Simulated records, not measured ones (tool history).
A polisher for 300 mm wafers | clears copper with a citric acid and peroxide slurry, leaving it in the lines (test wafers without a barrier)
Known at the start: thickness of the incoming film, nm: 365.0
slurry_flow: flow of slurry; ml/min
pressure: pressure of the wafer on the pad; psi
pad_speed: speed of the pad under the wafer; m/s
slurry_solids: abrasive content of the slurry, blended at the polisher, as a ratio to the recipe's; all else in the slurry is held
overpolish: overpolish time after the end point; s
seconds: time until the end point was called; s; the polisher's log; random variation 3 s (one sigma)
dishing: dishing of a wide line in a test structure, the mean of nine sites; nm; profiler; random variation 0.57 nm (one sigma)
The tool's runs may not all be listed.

run 1 hour=0 | slurry_flow=160 pressure=3.4 pad_speed=0.94 slurry_solids=1 overpolish=23 | seconds=121.82 dishing=45.553
run 2 hour=3.7 | slurry_flow=130 pressure=3.4 pad_speed=0.94 slurry_solids=1 overpolish=23 | seconds=128.5 dishing=43.447
run 3 hour=5.5 | slurry_flow=130 pressure=3.7 pad_speed=0.94 slurry_solids=1 overpolish=23 | seconds=119 dishing=46.245
run 4 hour=13.5 | slurry_flow=110 pressure=3.7 pad_speed=0.94 slurry_solids=1 overpolish=23 | seconds=122.33 dishing=43.786
run 5 hour=21.6 | slurry_flow=95 pressure=3.7 pad_speed=0.94 slurry_solids=1 overpolish=23 | seconds=129.05 dishing=42.937
run 6 hour=23.1 | slurry_flow=95 pressure=3.7 pad_speed=1.12 slurry_solids=1 overpolish=23 | seconds=109.02 dishing=49.377
run 7 hour=25.7 | slurry_flow=100 pressure=3.2 pad_speed=1.1 slurry_solids=1 overpolish=21 | seconds=122.5 dishing=40.253
run 8 hour=29.7 | slurry_flow=100 pressure=2.8 pad_speed=1.08 slurry_solids=1 overpolish=21 | seconds=147.33 dishing=35.596

Forecast run 9:
run 9 hour=32.5 | slurry_flow=100 pressure=2.8 pad_speed=1.08 slurry_solids=1 overpolish=21 | seconds=? dishing=?

Run 9 gave seconds 145.98 s, dishing 34.743 nm.

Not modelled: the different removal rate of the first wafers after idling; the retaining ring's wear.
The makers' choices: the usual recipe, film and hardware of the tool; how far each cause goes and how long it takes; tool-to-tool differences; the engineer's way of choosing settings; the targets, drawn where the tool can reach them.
